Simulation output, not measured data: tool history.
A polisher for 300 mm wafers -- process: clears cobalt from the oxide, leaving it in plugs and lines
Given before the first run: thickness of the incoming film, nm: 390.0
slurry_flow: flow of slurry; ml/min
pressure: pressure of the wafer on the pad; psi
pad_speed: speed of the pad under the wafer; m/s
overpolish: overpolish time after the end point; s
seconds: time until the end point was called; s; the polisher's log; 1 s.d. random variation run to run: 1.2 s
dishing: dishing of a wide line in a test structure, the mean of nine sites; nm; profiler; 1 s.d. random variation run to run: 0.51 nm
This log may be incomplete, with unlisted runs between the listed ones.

run,hour,slurry_flow,pressure,pad_speed,overpolish,seconds,dishing
1,0,220,1.3,1.06,29,109.57,46.448
2,7,200,1.3,1.06,29,110.55,47.254
3,8.1,205,1.3,1.06,26,108.17,44.909
4,11.5,205,1.3,1.06,24,111.56,42.77
5,15,165,1.3,1.06,24,111.98,42.481
6,22.3,165,1.3,1.06,23,118.14,41.984
7,26.6,175,1.3,1.06,22,112.72,41.685

Expected results for the next run?
8,31.3,175,1.3,1.06,21,?,?

{"run 8": {"seconds": 113.95, "dishing": 40.569}}
